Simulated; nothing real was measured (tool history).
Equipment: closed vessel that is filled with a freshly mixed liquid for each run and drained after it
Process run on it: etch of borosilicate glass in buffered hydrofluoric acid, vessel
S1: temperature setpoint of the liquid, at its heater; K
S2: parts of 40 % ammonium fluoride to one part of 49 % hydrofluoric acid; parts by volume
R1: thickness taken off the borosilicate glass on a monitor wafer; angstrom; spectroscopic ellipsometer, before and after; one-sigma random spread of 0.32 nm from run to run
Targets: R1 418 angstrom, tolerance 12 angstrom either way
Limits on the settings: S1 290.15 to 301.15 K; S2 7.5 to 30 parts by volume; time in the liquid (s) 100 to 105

Run 1, hour 0: S1 293.15 K, S2 20.5 parts by volume, time in the liquid (s) 100. Result: R1 546.44 angstrom.
Run 2, hour 6.1: S1 290.15 K, S2 20.5 parts by volume, time in the liquid (s) 100. Result: R1 464.43 angstrom.
Run 3, hour 12.7: S1 290.15 K, S2 20.5 parts by volume, time in the liquid (s) 105. Result: R1 487.59 angstrom.
Run 4, hour 21: S1 290.15 K, S2 20.5 parts by volume, time in the liquid (s) 100. Result: R1 474.32 angstrom.
Run 5, hour 26.1: S1 290.15 K, S2 21.5 parts by volume, time in the liquid (s) 100. Result: R1 445.17 angstrom.
Run 6, hour 27.9: S1 293.15 K, S2 21.5 parts by volume, time in the liquid (s) 100. Result: R1 526.82 angstrom.
Run 7, hour 29.9: S1 292.15 K, S2 22 parts by volume, time in the liquid (s) 100. Result: R1 493.5 angstrom.
Run 8, hour 35.1: S1 291.65 K, S2 22.5 parts by volume, time in the liquid (s) 100. Result: R1 473.41 angstrom.
Run 9, hour 38: S1 291.15 K, S2 23 parts by volume, time in the liquid (s) 100. Result: R1 451.74 angstrom.
Run 10, hour 44.2: S1 290.65 K, S2 23 parts by volume, time in the liquid (s) 100. Result: R1 433.74 angstrom.

Exactly one of the 4 candidate moves below puts every result within its allowed miss. Which one?
Run A, hour 50.4: S1 293.15 K, S2 29.5 parts by volume, time in the liquid (s) 100. Result: R1 ?.
Run B, hour 50.4: S1 292.65 K, S2 27.5 parts by volume, time in the liquid (s) 105. Result: R1 ?.
Run C, hour 50.4: S1 292.15 K, S2 24 parts by volume, time in the liquid (s) 100. Result: R1 ?.
Run D, hour 50.4: S1 293.65 K, S2 28.5 parts by volume, time in the liquid (s) 100. Result: R1 ?.

move      R1
   A  421.49
   B  452.03
   C  460.37
   D  443.81
A: all results in spec
B: moves away from the targets compared with the last run
C: moves away from the targets compared with the last run
D: moves away from the targets compared with the last run
The move that meets every target is A.
